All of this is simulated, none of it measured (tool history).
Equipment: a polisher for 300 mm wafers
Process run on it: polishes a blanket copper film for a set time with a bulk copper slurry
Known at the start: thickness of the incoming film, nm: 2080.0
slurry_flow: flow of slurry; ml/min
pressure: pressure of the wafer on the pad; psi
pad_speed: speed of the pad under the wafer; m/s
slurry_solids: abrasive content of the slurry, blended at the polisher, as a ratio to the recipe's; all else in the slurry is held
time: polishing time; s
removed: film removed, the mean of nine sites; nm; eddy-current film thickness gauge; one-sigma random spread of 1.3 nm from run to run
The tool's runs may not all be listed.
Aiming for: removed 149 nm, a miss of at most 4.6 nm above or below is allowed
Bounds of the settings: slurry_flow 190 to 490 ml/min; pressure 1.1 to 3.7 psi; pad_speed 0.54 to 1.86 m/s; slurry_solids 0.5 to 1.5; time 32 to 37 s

run,day,slurry_flow,pressure,pad_speed,slurry_solids,time,removed
1,0,315,2.4,1.18,1,37,290.08
2,0.167,315,2,1.14,1,37,236.55
3,0.388,315,1.7,1.12,1,37,200.37
4,0.412,315,1.7,1.4,1,37,239.43
5,0.625,315,1.7,1.4,1,32,208.11
# day 0.912: slurry nozzle cleaned
6,0.912,315,1.7,1.4,0.8,32,196.88
7,1.117,315,1.5,1.4,0.8,32,172.48
8,1.212,315,1.4,1.4,0.8,32,163.25

Next run, 4 choices. One meets every target within its allowed miss, the rest don't. Which?
A,1.308,295,1.3,1.4,0.8,32,?
B,1.308,275,1.4,1.76,0.7,32,?
C,1.308,400,1.1,1.42,0.85,32,?
D,1.308,310,1.1,1.34,0.9,33,?

move,removed
A,149.82
B,183.29
C,135.27
D,133.31
A: in spec on every target
B: moves away from the targets compared with the last run
C: pushes the last run's worst result past its target
D: pushes the last run's worst result past its target
Move A is the one to make.
